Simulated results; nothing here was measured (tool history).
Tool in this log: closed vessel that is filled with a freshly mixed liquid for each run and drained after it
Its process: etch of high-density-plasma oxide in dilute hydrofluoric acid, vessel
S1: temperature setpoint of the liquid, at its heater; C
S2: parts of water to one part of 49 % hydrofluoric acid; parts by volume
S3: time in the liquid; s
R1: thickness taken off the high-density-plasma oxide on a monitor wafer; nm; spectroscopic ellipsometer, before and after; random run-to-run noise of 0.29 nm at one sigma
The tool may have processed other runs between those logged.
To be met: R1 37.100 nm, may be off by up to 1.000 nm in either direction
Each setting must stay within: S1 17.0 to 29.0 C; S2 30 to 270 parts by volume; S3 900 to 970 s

run	day	S1	S2	S3	R1
1	0.000	21.0	150	900	27.408
2	0.204	21.0	150	900	27.760
3	0.567	21.0	150	900	27.853
4	0.921	21.0	190	900	20.892
5	1.008	21.0	190	970	22.346
6	1.217	23.5	180	970	26.662
7	1.550	25.0	175	970	28.586
8	1.888	26.0	170	970	30.703
9	2.196	27.0	165	970	33.495

Which of these 5 next moves meets every target?
A	2.504	28.0	145	900	?
B	2.504	23.5	150	970	?
C	2.504	28.5	180	900	?
D	2.504	28.5	170	970	?
E	2.504	28.5	170	910	?

move	R1
A	37.517
B	32.803
C	29.469
D	34.044
E	31.938
A: each result inside its tolerance
B: its largest miss is bigger than the last run's
C: its largest miss is bigger than the last run's
D: nearer than the last run, and not there yet
E: its largest miss is bigger than the last run's
A is the move that brings every result within its allowed miss.

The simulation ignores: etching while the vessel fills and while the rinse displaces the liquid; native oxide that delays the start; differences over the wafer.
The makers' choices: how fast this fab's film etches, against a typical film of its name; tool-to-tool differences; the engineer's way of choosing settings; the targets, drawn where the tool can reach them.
